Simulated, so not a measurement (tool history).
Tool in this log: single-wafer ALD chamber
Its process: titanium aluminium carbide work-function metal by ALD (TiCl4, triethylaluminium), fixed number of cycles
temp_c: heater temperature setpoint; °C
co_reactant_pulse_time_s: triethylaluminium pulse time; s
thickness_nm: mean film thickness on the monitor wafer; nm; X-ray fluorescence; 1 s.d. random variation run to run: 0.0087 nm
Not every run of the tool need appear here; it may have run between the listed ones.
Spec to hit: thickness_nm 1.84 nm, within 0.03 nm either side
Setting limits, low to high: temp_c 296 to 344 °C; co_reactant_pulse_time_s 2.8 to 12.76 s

run  hour  temp_c  co_reactant_pulse_time_s  thickness_nm
  1     0     320                      7.78        2.0205
  2     3     320                      6.02        1.8815
  3   4.9     330                      6.02        1.9704
  4  11.2     330                      7.76        2.1211
  5  17.2     330                      8.95        2.1709
  6  18.6     326                      8.64        2.1168
  7  24.1     314                      6.67         1.879
  8  28.3     313                      6.65        1.8851

4 next moves are on the table. One of them brings every result within its allowed miss. Which?
  A  32.5     306                      9.41             ?
  B  32.5     311                       6.3             ?
  C  32.5     312                      7.45             ?
  D  32.5     326                       6.4             ?

move  thickness_nm
   A        1.9441
   B         1.827
   C        1.9202
   D        1.9716
A: the biggest miss grows against the last run
B: all results land within tolerance of their targets
C: the biggest miss grows against the last run
D: the biggest miss grows against the last run
Go with B: it meets all targets.
